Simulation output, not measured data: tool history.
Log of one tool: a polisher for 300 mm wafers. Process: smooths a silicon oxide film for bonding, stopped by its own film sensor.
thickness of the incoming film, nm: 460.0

run	hour	flow of slurry (ml/min)	pressure of the wafer on the pad (psi)	speed of the pad under the wafer (cm/s)	abrasive content of the slurry	target thickness at which the film sensor stops the polish (Å)	time until the film sensor stopped the polish (s)
1	0	125	1.5	70	1	4270	85.422
2	3.8	155	1.5	70	1	4270	82.471
3	10.9	155	1.6	70	1	4270	77.247
4	18.9	140	1.6	70	1	4270	78.177
5	23.5	140	1.6	56	1	4270	93.02
6	30	140	1.6	74	1	4270	76.191
7	31.2	140	1.7	74	1	4270	68.912
8	39	140	1.7	74	1	4270	70.47

Forecast run 9:
9	43.3	140	1.8	74	1	4270	?

time until the film sensor stopped the polish (s): 66.788
